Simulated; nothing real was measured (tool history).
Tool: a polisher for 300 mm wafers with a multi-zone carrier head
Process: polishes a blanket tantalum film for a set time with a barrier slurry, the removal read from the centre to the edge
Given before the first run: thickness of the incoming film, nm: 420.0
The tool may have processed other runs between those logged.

| run | hour | flow of slurry (ml/min) | pressure of the head's centre zone | pressure of the head's middle zone | pressure of the head's edge zone | abrasive content of the slurry | polishing time (s) | film removed at the wafer's centre (nm) | film removed at mid-radius (nm) | film removed at the wafer's edge (nm) |
|---|---|---|---|---|---|---|---|---|---|---|
| 1 | 0.0 | 150 | 1.00 | 1.00 | 1.00 | 1.00 | 53 | 49.650 | 47.474 | 48.379 |
| 2 | 7.2 | 175 | 1.00 | 1.00 | 1.00 | 1.00 | 53 | 50.550 | 49.492 | 50.424 |
| 3 | 14.6 | 175 | 1.00 | 1.00 | 1.00 | 1.00 | 44 | 41.864 | 40.874 | 40.622 |
| 4 | 16.9 | 180 | 1.00 | 0.98 | 1.04 | 1.10 | 46 | 44.455 | 43.232 | 45.467 |
| 5 | 24.4 | 180 | 1.00 | 0.98 | 1.04 | 0.90 | 46 | 43.454 | 41.567 | 42.247 |
| 6 | 28.6 | 180 | 1.00 | 0.98 | 1.04 | 0.75 | 46 | 41.048 | 39.149 | 40.281 |
| 7 | 36.2 | 180 | 1.01 | 0.96 | 1.07 | 0.90 | 48 | 44.748 | 42.490 | 45.245 |
| 8 | 38.6 | 185 | 1.03 | 0.95 | 1.09 | 1.05 | 49 | 48.995 | 45.810 | 47.716 |
| 9 | 40.3 | 180 | 1.02 | 0.92 | 1.10 | 1.15 | 51 | 52.192 | 47.646 | 52.594 |
| 10 | 48.2 | 180 | 1.02 | 0.90 | 1.11 | 1.25 | 52 | 53.857 | 47.101 | 53.704 |
| 11 | 54.3 | 185 | 0.97 | 0.89 | 1.19 | 1.40 | 61 | 62.312 | 57.126 | 66.149 |
| 12 | 56.5 | 180 | 0.97 | 0.88 | 1.19 | 1.40 | 61 | 60.482 | 57.483 | 66.299 |

Expected results for the next run?
| 13 | 62.6 | 180 | 0.98 | 0.87 | 1.19 | 1.40 | 61 | ? | ? | ? |

Run 13 gave film removed at the wafer's centre (nm) 62.921, film removed at mid-radius (nm) 57.279, film removed at the wafer's edge (nm) 66.900.

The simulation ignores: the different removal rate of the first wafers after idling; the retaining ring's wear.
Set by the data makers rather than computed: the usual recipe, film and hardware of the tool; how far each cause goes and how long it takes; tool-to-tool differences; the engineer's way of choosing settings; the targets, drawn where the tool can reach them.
